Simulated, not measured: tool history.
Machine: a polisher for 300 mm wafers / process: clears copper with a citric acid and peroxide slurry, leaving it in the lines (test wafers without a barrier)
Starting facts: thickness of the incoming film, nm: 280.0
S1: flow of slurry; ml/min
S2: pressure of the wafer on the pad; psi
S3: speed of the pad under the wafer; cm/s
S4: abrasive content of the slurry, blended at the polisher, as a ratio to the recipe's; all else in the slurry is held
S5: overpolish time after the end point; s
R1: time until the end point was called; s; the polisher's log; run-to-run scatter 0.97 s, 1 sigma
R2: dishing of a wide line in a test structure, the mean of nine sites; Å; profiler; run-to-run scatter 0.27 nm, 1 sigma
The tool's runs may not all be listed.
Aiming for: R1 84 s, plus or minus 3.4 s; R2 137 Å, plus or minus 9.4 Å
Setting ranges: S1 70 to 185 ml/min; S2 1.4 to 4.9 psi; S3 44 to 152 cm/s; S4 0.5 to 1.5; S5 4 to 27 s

run  hour   S1   S2   S3    S4  S5      R1      R2
  1     0  120  3.1   98     1  14  151.54  204.63
  2   5.6  145  3.1   98     1  14  141.29  207.15
  3  13.7  145  3.1  106     1  14   134.1  219.82
  4  15.1  155  3.4  104   1.1  11  121.15  197.27
  5  15.6  155  3.4  104     1  11  122.42     206
  6  19.2  155  3.4  104   1.2  11  117.51  199.54
  7  23.8  165  3.4  108   1.3   9  111.99   175.8
  8  29.4  185  3.9  120   1.5   4  87.392  110.88
  9  34.3  180  3.9  120  1.45   4   86.38  109.13

4 candidate next runs follow, results not yet known. Just one meets every target within its allowed miss. Identify it.
  A  39.2  185  3.5  136  1.35   4   ?   ?
  B  39.2  185  3.8  116   1.5   7   ?   ?
  C  39.2  185  3.8  126  1.45   4   ?   ?
  D  39.2  185  4.9  100  1.15   5   ?   ?

move      R1      R2
   A  83.764  109.88
   B  88.689  174.52
   C  82.276  111.85
   D  83.584  136.05
A: no better and no worse than the last run
B: the result that was furthest off in the last run now lies on the other side of its target
C: nearer the targets than the last run, but a result is still out of spec
D: in spec on every target
Go with D: it meets all targets.

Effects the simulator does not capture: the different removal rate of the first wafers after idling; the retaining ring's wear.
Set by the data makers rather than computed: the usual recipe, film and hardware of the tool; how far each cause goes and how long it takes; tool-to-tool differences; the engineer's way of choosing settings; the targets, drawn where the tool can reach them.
